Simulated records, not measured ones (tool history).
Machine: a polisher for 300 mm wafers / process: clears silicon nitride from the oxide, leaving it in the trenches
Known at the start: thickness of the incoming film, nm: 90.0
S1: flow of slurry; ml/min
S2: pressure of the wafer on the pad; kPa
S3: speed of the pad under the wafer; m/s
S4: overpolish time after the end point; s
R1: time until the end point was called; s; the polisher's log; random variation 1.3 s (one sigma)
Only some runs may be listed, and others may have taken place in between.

run	hour	S1	S2	S3	S4	R1
1	0.0	185	11.7	1.28	41	128.660
2	3.2	185	13.1	1.30	41	116.090
3	7.3	185	14.5	1.32	41	101.470
4	12.7	225	14.5	1.32	41	100.350
5	19.1	205	14.5	1.32	41	98.148
6	23.7	250	14.5	1.32	41	97.366

For run 7, what comes out?
7	26.9	250	15.2	1.32	41	?

R1: 94.072 s
